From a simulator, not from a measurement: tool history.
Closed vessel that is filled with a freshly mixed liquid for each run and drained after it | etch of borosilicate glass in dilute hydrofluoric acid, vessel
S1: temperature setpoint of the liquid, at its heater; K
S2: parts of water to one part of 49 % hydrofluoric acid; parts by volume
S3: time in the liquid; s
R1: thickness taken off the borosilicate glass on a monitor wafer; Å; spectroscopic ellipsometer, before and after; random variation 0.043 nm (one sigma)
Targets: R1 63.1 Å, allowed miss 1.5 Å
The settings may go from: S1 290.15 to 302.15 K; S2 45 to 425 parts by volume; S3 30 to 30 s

run,hour,S1,S2,S3,R1
1,0,294.15,235,30,39.798
2,3.4,294.15,235,30,40.02
3,12.7,294.15,165,30,61.322
4,21.3,294.15,240,30,39.357
5,27.5,296.65,240,30,42.94
6,30.7,297.15,235,30,45.074
7,33.3,297.65,230,30,46.322
8,37.5,301.65,190,30,68.658
9,43.1,301.15,190,30,66.86

Which of these 4 next moves meets every target?
A,48.7,300.15,205,30,?
B,48.7,301.65,215,30,?
C,48.7,299.65,190,30,?
D,48.7,300.15,180,30,?

move,R1
A,58.905
B,58.53
C,63.508
D,69.061
A: takes the result that was furthest off past its target
B: takes the result that was furthest off past its target
C: meets every target
D: further off than the last run
Move C is the one to make.
